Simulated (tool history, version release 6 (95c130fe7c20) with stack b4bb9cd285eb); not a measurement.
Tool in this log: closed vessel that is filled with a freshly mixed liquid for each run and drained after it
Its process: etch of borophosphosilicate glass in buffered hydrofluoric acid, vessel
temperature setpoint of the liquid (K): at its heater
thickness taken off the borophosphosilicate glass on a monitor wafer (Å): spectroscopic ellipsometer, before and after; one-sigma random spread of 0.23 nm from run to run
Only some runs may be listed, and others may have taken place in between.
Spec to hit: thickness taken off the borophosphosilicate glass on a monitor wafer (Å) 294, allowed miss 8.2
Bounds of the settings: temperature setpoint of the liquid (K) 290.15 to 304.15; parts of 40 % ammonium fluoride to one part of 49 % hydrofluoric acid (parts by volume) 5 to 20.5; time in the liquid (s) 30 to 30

| run | day | temperature setpoint of the liquid (K) | parts of 40 % ammonium fluoride to one part of 49 % hydrofluoric acid (parts by volume) | time in the liquid (s) | thickness taken off the borophosphosilicate glass on a monitor wafer (Å) |
|---|---|---|---|---|---|
| 1 | 0 | 296.15 | 12.5 | 30 | 369.73 |
| 2 | 0.046 | 295.65 | 12.5 | 30 | 354.68 |
| 3 | 0.421 | 295.65 | 12.5 | 30 | 364.53 |
| 4 | 0.508 | 295.15 | 12.5 | 30 | 344.54 |
| 5 | 0.854 | 295.15 | 12.5 | 30 | 344.22 |
| 6 | 1.004 | 295.15 | 12.5 | 30 | 343.5 |
| 7 | 1.05 | 294.65 | 12.5 | 30 | 339.97 |
| 8 | 1.35 | 294.15 | 12.5 | 30 | 328.41 |
| 9 | 1.479 | 294.15 | 12.5 | 30 | 325.47 |

Next run, 4 choices. One meets every target within its allowed miss, the rest don't. Which?
| A | 1.608 | 295.15 | 13 | 30 | ? |
| B | 1.608 | 294.15 | 14 | 30 | ? |
| C | 1.608 | 291.65 | 10 | 30 | ? |
| D | 1.608 | 296.65 | 12.5 | 30 | ? |

| move | thickness taken off the borophosphosilicate glass on a monitor wafer (Å) |
|---|---|
| A | 333.66 |
| B | 293.58 |
| C | 356.02 |
| D | 376.29 |
A: its largest miss is bigger than the last run's
B: every result lands within tolerance
C: its largest miss is bigger than the last run's
D: its largest miss is bigger than the last run's
B meets every target.
